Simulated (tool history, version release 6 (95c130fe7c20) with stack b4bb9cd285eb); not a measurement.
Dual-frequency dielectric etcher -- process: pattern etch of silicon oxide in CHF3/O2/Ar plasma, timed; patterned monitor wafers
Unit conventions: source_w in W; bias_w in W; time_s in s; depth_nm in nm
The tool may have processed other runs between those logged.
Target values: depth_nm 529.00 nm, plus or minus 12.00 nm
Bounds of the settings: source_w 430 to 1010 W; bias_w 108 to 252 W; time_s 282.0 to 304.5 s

{"run": 1, "day": 0.0, "source_w": 720, "bias_w": 180, "time_s": 304.5, "depth_nm": 612.25}
{"run": 2, "day": 0.325, "source_w": 720, "bias_w": 180, "time_s": 282.0, "depth_nm": 569.56}
{"run": 3, "day": 0.65, "source_w": 700, "bias_w": 178, "time_s": 282.0, "depth_nm": 555.4}
{"run": 4, "day": 0.829, "source_w": 690, "bias_w": 177, "time_s": 282.0, "depth_nm": 550.87}
{"run": 5, "day": 1.092, "source_w": 690, "bias_w": 177, "time_s": 304.5, "depth_nm": 593.74}
{"run": 6, "day": 1.317, "source_w": 660, "bias_w": 175, "time_s": 304.5, "depth_nm": 575.31}
{"run": 7, "day": 1.383, "source_w": 640, "bias_w": 174, "time_s": 304.5, "depth_nm": 571.62}
{"run": 8, "day": 1.479, "source_w": 620, "bias_w": 173, "time_s": 304.5, "depth_nm": 562.51}
{"run": 9, "day": 1.775, "source_w": 600, "bias_w": 172, "time_s": 304.5, "depth_nm": 554.07}
{"run": 10, "day": 2.008, "source_w": 590, "bias_w": 171, "time_s": 304.5, "depth_nm": 546.07}

Which one of the following 4 next-run settings gets every result inside its allowed miss? There is exactly one.
{"run": "A", "day": 2.242, "source_w": 560, "bias_w": 161, "time_s": 289.5, "depth_nm": "?"}
{"run": "B", "day": 2.242, "source_w": 600, "bias_w": 164, "time_s": 282.0, "depth_nm": "?"}
{"run": "C", "day": 2.242, "source_w": 570, "bias_w": 171, "time_s": 282.0, "depth_nm": "?"}
{"run": "D", "day": 2.242, "source_w": 600, "bias_w": 179, "time_s": 290.5, "depth_nm": "?"}

move=A depth_nm=491.23
move=B depth_nm=497.83
move=C depth_nm=492.13
move=D depth_nm=527.52
A: pushes the last run's worst result past its target
B: pushes the last run's worst result past its target
C: pushes the last run's worst result past its target
D: all results in spec
Correct choice: D, which meets every target
